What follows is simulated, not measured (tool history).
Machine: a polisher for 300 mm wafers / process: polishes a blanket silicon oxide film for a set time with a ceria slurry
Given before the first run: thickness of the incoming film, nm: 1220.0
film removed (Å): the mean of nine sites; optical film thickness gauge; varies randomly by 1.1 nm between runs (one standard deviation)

| run | day | flow of slurry (ml/min) | pressure of the wafer on the pad (psi) | speed of the pad under the wafer (cm/s) | polishing time (s) | film removed (Å) |
|---|---|---|---|---|---|---|
| 1 | 0 | 125 | 2.8 | 98 | 35 | 1065.5 |
| 2 | 0.138 | 125 | 2.8 | 110 | 35 | 1271.9 |
| 3 | 0.442 | 125 | 2.8 | 110 | 35 | 1189.9 |
| 4 | 0.662 | 125 | 3.1 | 110 | 35 | 1344.6 |
| 5 | 0.75 | 100 | 3.1 | 110 | 35 | 1247.5 |
| 6 | 0.829 | 100 | 2.9 | 110 | 35 | 1190.8 |
| 7 | 1.008 | 100 | 2.7 | 110 | 35 | 1125 |
| 8 | 1.258 | 100 | 2.7 | 110 | 35 | 1134.7 |

The next listed run, before its measurement:
|  | 1.55 | head pressure recalibrated |
| 9 | 1.55 | 100 | 2.5 | 110 | 35 | ? |

{"run 9": {"film removed (Å)": 1162.2}}
